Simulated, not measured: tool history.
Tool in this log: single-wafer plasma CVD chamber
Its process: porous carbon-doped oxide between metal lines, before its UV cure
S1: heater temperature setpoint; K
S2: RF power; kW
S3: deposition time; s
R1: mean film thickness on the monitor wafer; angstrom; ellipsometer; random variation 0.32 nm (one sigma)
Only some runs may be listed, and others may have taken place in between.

| run | day | S1 | S2 | S3 | R1 |
|---|---|---|---|---|---|
| 1 | 0 | 563.15 | 0.405 | 33.9 | 1713.8 |
| 2 | 0.029 | 569.15 | 0.4 | 33.9 | 1643.2 |
| 3 | 0.154 | 573.15 | 0.395 | 33.9 | 1588.2 |
| 4 | 0.521 | 573.15 | 0.395 | 33.9 | 1587.7 |
| 5 | 0.612 | 576.15 | 0.39 | 33.9 | 1540.9 |
| 6 | 0.846 | 576.15 | 0.39 | 33.9 | 1545.7 |
| 7 | 0.883 | 579.15 | 0.39 | 33.9 | 1517.4 |

What will run 8 give?
| 8 | 0.925 | 581.15 | 0.39 | 33.9 | ? |

{"run 8": {"R1": 1495}}
